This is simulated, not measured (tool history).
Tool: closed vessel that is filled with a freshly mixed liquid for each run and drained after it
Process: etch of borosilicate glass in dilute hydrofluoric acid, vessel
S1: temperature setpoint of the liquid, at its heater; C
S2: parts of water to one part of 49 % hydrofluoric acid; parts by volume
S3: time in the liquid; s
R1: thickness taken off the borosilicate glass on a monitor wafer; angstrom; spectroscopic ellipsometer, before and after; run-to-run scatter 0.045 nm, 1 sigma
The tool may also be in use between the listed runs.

Run 1, day 0: S1 24 C, S2 210 parts by volume, S3 30 s. Result: R1 34.458 angstrom.
Run 2, day 0.042: S1 25.5 C, S2 210 parts by volume, S3 30 s. Result: R1 36.48 angstrom.
Run 3, day 0.3: S1 28.5 C, S2 210 parts by volume, S3 30 s. Result: R1 40.952 angstrom.
Run 4, day 0.542: S1 29 C, S2 195 parts by volume, S3 30 s. Result: R1 45.401 angstrom.
Run 5, day 0.633: S1 29.5 C, S2 185 parts by volume, S3 30 s. Result: R1 49.68 angstrom.
Run 6, day 0.871: S1 30 C, S2 175 parts by volume, S3 30 s. Result: R1 53.837 angstrom.
Run 7, day 1.071: S1 30.5 C, S2 170 parts by volume, S3 30 s. Result: R1 56.291 angstrom.
Run 8, day 1.217: S1 32 C, S2 120 parts by volume, S3 30 s. Result: R1 90.619 angstrom.
Run 9, day 1.529: S1 31 C, S2 120 parts by volume, S3 30 s. Result: R1 86.125 angstrom.
Run 10, day 1.742: S1 30.5 C, S2 120 parts by volume, S3 30 s. Result: R1 85.39 angstrom.
Run 11, day 1.883: S1 30 C, S2 120 parts by volume, S3 30 s. Result: R1 85.021 angstrom.
Run 12, day 2.075: S1 29.5 C, S2 120 parts by volume, S3 30 s. Result: R1 82.606 angstrom.
Run 13, day 2.333: S1 29 C, S2 120 parts by volume, S3 30 s. Result: R1 81.501 angstrom.
Run 14, day 2.65: S1 28.5 C, S2 120 parts by volume, S3 30 s. Result: R1 79.447 angstrom.

Estimate the outcome of run 15 from the log above:
Run 15, day 3.038: S1 28 C, S2 120 parts by volume, S3 30 s. Result: R1 ?.

R1: 78.451 angstrom
